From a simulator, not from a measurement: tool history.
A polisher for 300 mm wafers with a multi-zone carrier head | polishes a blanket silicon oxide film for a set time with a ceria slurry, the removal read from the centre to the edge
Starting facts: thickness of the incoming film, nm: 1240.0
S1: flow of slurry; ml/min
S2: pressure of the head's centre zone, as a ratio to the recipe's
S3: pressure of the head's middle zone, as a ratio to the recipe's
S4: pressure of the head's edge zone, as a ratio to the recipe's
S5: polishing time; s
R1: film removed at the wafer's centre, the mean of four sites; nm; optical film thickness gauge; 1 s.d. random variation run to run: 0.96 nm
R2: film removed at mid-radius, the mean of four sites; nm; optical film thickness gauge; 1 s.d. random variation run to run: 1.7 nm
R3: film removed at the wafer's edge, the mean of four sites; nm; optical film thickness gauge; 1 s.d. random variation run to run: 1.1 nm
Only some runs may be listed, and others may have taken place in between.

Run 1, hour 0.0: S1 285 ml/min, S2 1.00, S3 1.00, S4 1.00, S5 36 s. Result: R1 169.81 nm, R2 162.87 nm, R3 159.74 nm.
Run 2, hour 1.8: S1 285 ml/min, S2 1.00, S3 1.00, S4 1.00, S5 41 s. Result: R1 194.93 nm, R2 185.97 nm, R3 180.49 nm.
Run 3, hour 4.8: S1 285 ml/min, S2 1.00, S3 1.00, S4 0.93, S5 41 s. Result: R1 194.70 nm, R2 186.76 nm, R3 173.66 nm.
Run 4, hour 8.3: S1 285 ml/min, S2 1.00, S3 1.00, S4 0.93, S5 32 s. Result: R1 149.46 nm, R2 144.47 nm, R3 138.89 nm.
Run 5, hour 14.7: S1 285 ml/min, S2 1.00, S3 1.00, S4 0.93, S5 25 s. Result: R1 118.42 nm, R2 110.70 nm, R3 106.61 nm.
Run 6, hour 23.5: S1 285 ml/min, S2 0.95, S3 1.00, S4 0.93, S5 25 s. Result: R1 112.42 nm, R2 113.15 nm, R3 105.47 nm.
At hour 27.9: edge zone pressure recalibrated.
Run 7, hour 27.9: S1 275 ml/min, S2 0.91, S3 1.02, S4 0.94, S5 25 s. Result: R1 106.07 nm, R2 117.25 nm, R3 109.84 nm.

Forecast run 8:
Run 8, hour 31.1: S1 280 ml/min, S2 0.89, S3 1.03, S4 0.90, S5 25 s. Result: R1 ?, R2 ?, R3 ?.

R1: 103.94 nm
R2: 117.43 nm
R3: 108.96 nm

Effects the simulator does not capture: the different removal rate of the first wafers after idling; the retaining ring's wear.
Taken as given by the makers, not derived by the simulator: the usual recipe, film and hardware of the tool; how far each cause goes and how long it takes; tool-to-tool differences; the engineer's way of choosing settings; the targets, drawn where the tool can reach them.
